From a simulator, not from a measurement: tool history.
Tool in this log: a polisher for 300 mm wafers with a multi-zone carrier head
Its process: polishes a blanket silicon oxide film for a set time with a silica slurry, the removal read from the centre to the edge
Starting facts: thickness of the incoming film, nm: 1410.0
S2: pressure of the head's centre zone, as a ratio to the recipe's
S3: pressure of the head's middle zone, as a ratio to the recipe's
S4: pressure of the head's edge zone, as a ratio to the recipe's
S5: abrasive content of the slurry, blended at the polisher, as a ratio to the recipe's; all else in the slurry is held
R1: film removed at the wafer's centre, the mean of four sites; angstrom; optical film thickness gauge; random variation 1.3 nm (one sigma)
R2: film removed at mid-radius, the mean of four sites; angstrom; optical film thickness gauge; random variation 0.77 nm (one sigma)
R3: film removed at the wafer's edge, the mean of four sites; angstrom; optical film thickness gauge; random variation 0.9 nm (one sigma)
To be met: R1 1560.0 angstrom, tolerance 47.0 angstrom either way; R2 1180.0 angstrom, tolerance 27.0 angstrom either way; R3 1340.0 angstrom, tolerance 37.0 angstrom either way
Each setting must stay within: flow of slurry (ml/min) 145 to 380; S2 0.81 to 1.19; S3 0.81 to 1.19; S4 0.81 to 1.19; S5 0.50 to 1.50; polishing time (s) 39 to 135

run 1 hour=0.0 | flow_of_slurry_(ml/min)=245 S2=1.00 S3=1.00 S4=1.00 S5=1.00 polishing_time_(s)=87 | R1=2006.7 R2=1923.7 R3=2100.3
run 2 hour=6.4 | flow_of_slurry_(ml/min)=195 S2=1.00 S3=1.00 S4=1.00 S5=1.00 polishing_time_(s)=87 | R1=1951.5 R2=1868.1 R3=2035.6
run 3 hour=9.3 | flow_of_slurry_(ml/min)=195 S2=1.00 S3=1.08 S4=1.00 S5=1.00 polishing_time_(s)=87 | R1=1950.4 R2=2010.1 R3=2041.7
run 4 hour=12.4 | flow_of_slurry_(ml/min)=190 S2=1.02 S3=1.03 S4=0.97 S5=0.90 polishing_time_(s)=85 | R1=1839.0 R2=1800.8 R3=1874.9
run 5 hour=20.7 | flow_of_slurry_(ml/min)=190 S2=1.02 S3=0.98 S4=0.97 S5=0.90 polishing_time_(s)=85 | R1=1858.8 R2=1720.1 R3=1871.7
run 6 hour=25.0 | flow_of_slurry_(ml/min)=190 S2=1.02 S3=0.98 S4=0.97 S5=1.00 polishing_time_(s)=85 | R1=1917.7 R2=1786.4 R3=1946.6
run 7 hour=33.4 | flow_of_slurry_(ml/min)=185 S2=1.04 S3=0.95 S4=0.94 S5=0.90 polishing_time_(s)=84 | R1=1854.4 R2=1646.4 R3=1822.1
run 8 hour=41.4 | flow_of_slurry_(ml/min)=180 S2=1.06 S3=0.93 S4=0.92 S5=0.80 polishing_time_(s)=83 | R1=1774.6 R2=1528.0 R3=1685.5
run 9 hour=45.7 | flow_of_slurry_(ml/min)=175 S2=1.12 S3=0.83 S4=0.83 S5=0.55 polishing_time_(s)=80 | R1=1523.6 R2=1134.8 R3=1309.1
run 10 hour=54.2 | flow_of_slurry_(ml/min)=180 S2=1.12 S3=0.83 S4=0.83 S5=0.55 polishing_time_(s)=80 | R1=1525.9 R2=1126.2 R3=1322.7
run 11 hour=56.0 | flow_of_slurry_(ml/min)=185 S2=1.12 S3=0.84 S4=0.83 S5=0.55 polishing_time_(s)=80 | R1=1518.6 R2=1147.7 R3=1326.2
run 12 hour=57.2 | flow_of_slurry_(ml/min)=190 S2=1.12 S3=0.84 S4=0.83 S5=0.55 polishing_time_(s)=80 | R1=1537.4 R2=1156.4 R3=1328.6
run 13 hour=62.9 | flow_of_slurry_(ml/min)=195 S2=1.12 S3=0.84 S4=0.83 S5=0.55 polishing_time_(s)=80 | R1=1565.7 R2=1145.3 R3=1310.0
-- hour=70.7 edge zone pressure recalibrated
run 14 hour=70.7 | flow_of_slurry_(ml/min)=195 S2=1.12 S3=0.85 S4=0.84 S5=0.55 polishing_time_(s)=80 | R1=1533.5 R2=1160.9 R3=1270.2
run 15 hour=72.5 | flow_of_slurry_(ml/min)=190 S2=1.12 S3=0.85 S4=0.84 S5=0.55 polishing_time_(s)=80 | R1=1521.9 R2=1161.0 R3=1270.6

Which of these 5 next moves meets every target?
run A hour=74.3 | flow_of_slurry_(ml/min)=180 S2=1.07 S3=0.85 S4=0.83 S5=0.60 polishing_time_(s)=78 | R1=? R2=? R3=?
run B hour=74.3 | flow_of_slurry_(ml/min)=145 S2=1.11 S3=0.84 S4=0.84 S5=0.55 polishing_time_(s)=85 | R1=? R2=? R3=?
run C hour=74.3 | flow_of_slurry_(ml/min)=200 S2=1.15 S3=0.88 S4=0.82 S5=0.55 polishing_time_(s)=76 | R1=? R2=? R3=?
run D hour=74.3 | flow_of_slurry_(ml/min)=210 S2=1.17 S3=0.92 S4=0.87 S5=0.70 polishing_time_(s)=67 | R1=? R2=? R3=?
run E hour=74.3 | flow_of_slurry_(ml/min)=205 S2=0.98 S3=0.82 S4=0.84 S5=0.55 polishing_time_(s)=85 | R1=? R2=? R3=?

move=A R1=1505.9 R2=1170.8 R3=1264.7
move=B R1=1586.2 R2=1181.2 R3=1303.8
move=C R1=1534.6 R2=1138.0 R3=1186.6
move=D R1=1550.1 R2=1169.2 R3=1203.3
move=E R1=1464.7 R2=1208.2 R3=1343.7
A: misses by more than the last run did
B: all results in spec
C: misses by more than the last run did
D: misses by more than the last run did
E: brings the last run's worst result on target, with another outside its allowed miss
The move that meets every target is B.

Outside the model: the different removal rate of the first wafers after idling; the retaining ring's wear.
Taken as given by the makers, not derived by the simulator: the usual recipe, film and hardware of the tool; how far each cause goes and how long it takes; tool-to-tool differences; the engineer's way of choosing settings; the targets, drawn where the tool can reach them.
